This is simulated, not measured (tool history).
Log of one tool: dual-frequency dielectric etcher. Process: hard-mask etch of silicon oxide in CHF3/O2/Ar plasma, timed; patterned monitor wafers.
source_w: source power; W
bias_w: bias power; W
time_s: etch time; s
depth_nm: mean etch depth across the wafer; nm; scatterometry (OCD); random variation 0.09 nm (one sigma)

run  hour  source_w  bias_w  time_s  depth_nm
  1   0.0       490     222    15.0    28.117
  2   4.9       550     222    15.0    30.021
  3  10.4       590     222    15.0    31.040
  4  13.4       550     213    15.0    29.581
  5  15.2       520     205    15.0    28.498
  6  22.4       490     197    15.0    27.176
  7  28.9       460     192    15.0    26.415
  8  31.1       440     186    15.0    25.605
  9  36.2       420     182    15.0    24.922

The next listed run, before its measurement:
 10  40.3       400     179    15.0         ?

depth_nm: 24.121 nm
